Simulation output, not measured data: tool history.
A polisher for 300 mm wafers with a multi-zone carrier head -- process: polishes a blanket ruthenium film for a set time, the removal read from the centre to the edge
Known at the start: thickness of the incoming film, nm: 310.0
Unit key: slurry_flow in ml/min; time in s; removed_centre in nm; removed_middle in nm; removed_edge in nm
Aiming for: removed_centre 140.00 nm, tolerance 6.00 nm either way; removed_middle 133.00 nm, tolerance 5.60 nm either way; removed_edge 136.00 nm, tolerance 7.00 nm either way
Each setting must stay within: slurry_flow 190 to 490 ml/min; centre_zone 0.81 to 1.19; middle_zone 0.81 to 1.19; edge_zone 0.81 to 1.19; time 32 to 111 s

Run 1, hour 0.0: slurry_flow 315 ml/min, centre_zone 1.00, middle_zone 1.00, edge_zone 1.00, time 71 s. Result: removed_centre 113.09 nm, removed_middle 115.91 nm, removed_edge 114.68 nm.
Run 2, hour 2.7: slurry_flow 315 ml/min, centre_zone 1.01, middle_zone 1.00, edge_zone 1.01, time 72 s. Result: removed_centre 114.31 nm, removed_middle 115.28 nm, removed_edge 117.21 nm.
Run 3, hour 3.5: slurry_flow 315 ml/min, centre_zone 1.01, middle_zone 0.93, edge_zone 1.01, time 72 s. Result: removed_centre 114.25 nm, removed_middle 110.11 nm, removed_edge 117.60 nm.
Run 4, hour 10.5: slurry_flow 385 ml/min, centre_zone 1.01, middle_zone 0.93, edge_zone 1.01, time 72 s. Result: removed_centre 113.83 nm, removed_middle 111.66 nm, removed_edge 114.57 nm.
Run 5, hour 15.3: slurry_flow 310 ml/min, centre_zone 1.01, middle_zone 0.93, edge_zone 1.01, time 72 s. Result: removed_centre 113.05 nm, removed_middle 111.74 nm, removed_edge 117.02 nm.
Run 6, hour 23.6: slurry_flow 310 ml/min, centre_zone 1.01, middle_zone 0.88, edge_zone 1.01, time 72 s. Result: removed_centre 111.68 nm, removed_middle 104.11 nm, removed_edge 121.20 nm.
Run 7, hour 24.9: slurry_flow 310 ml/min, centre_zone 1.02, middle_zone 0.89, edge_zone 1.01, time 73 s. Result: removed_centre 115.76 nm, removed_middle 108.26 nm, removed_edge 116.73 nm.
Run 8, hour 33.2: slurry_flow 310 ml/min, centre_zone 1.02, middle_zone 0.90, edge_zone 1.02, time 74 s. Result: removed_centre 118.89 nm, removed_middle 108.50 nm, removed_edge 118.21 nm.
Run 9, hour 38.8: slurry_flow 310 ml/min, centre_zone 1.02, middle_zone 0.91, edge_zone 1.02, time 75 s. Result: removed_centre 120.65 nm, removed_middle 112.80 nm, removed_edge 119.70 nm.
Run 10, hour 47.7: slurry_flow 310 ml/min, centre_zone 1.02, middle_zone 0.91, edge_zone 1.02, time 76 s. Result: removed_centre 121.86 nm, removed_middle 111.72 nm, removed_edge 120.74 nm.
Run 11, hour 54.6: slurry_flow 310 ml/min, centre_zone 1.02, middle_zone 0.92, edge_zone 1.02, time 77 s. Result: removed_centre 124.21 nm, removed_middle 116.19 nm, removed_edge 126.16 nm.
Run 12, hour 59.0: slurry_flow 310 ml/min, centre_zone 1.02, middle_zone 0.93, edge_zone 1.02, time 78 s. Result: removed_centre 124.47 nm, removed_middle 120.50 nm, removed_edge 128.81 nm.
Run 13, hour 59.6: slurry_flow 310 ml/min, centre_zone 1.03, middle_zone 0.93, edge_zone 1.02, time 79 s. Result: removed_centre 126.55 nm, removed_middle 116.71 nm, removed_edge 130.24 nm.

Pick the move, out of 5, that brings all results within their allowed miss; only one does.
Run A, hour 60.2: slurry_flow 210 ml/min, centre_zone 0.86, middle_zone 0.84, edge_zone 1.05, time 99 s. Result: removed_centre ?, removed_middle ?, removed_edge ?.
Run B, hour 60.2: slurry_flow 305 ml/min, centre_zone 0.81, middle_zone 0.94, edge_zone 1.01, time 98 s. Result: removed_centre ?, removed_middle ?, removed_edge ?.
Run C, hour 60.2: slurry_flow 490 ml/min, centre_zone 1.17, middle_zone 1.19, edge_zone 0.95, time 75 s. Result: removed_centre ?, removed_middle ?, removed_edge ?.
Run D, hour 60.2: slurry_flow 380 ml/min, centre_zone 1.07, middle_zone 1.00, edge_zone 1.05, time 81 s. Result: removed_centre ?, removed_middle ?, removed_edge ?.
Run E, hour 60.2: slurry_flow 365 ml/min, centre_zone 0.97, middle_zone 0.88, edge_zone 0.99, time 79 s. Result: removed_centre ?, removed_middle ?, removed_edge ?.

move  removed_centre  removed_middle  removed_edge
   A          128.23          135.94        161.40
   B          125.12          151.11        161.66
   C          144.44          141.09        123.34
   D          139.78          132.51        137.90
   E          122.99          118.27        130.74
A: the worst result of the last run now meets its target, but another is out of spec
B: the result that was furthest off in the last run now lies on the other side of its target
C: the result that was furthest off in the last run now lies on the other side of its target
D: in spec on every target
E: as far off as the last run
Move D is the one to make.
